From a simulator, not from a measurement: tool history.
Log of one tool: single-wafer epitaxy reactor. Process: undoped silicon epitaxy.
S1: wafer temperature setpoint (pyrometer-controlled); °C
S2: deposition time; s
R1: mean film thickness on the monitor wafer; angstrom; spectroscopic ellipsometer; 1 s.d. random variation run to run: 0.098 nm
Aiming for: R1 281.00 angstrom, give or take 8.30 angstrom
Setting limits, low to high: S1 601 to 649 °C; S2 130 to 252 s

run	hour	S1	S2	R1
1	0.0	625	191	186.27
2	2.5	619	191	160.40
3	9.1	624	192	181.85
4	15.0	624	172	164.85
5	20.4	624	156	148.38
6	23.2	629	156	168.97
7	24.9	633	157	189.12
8	31.2	636	157	202.78

Which of these 5 next moves meets every target?
A	37.5	644	150	?
B	37.5	627	137	?
C	37.5	645	174	?
D	37.5	633	153	?
E	37.5	638	168	?

move	R1
A	238.92
B	141.32
C	284.16
D	184.37
E	230.03
A: nearer the targets than the last run, but a result is still out of spec
B: lands further from the targets than the last run did
C: hits every target within its allowed miss
D: lands further from the targets than the last run did
E: nearer the targets than the last run, but a result is still out of spec
The move that meets every target is C.
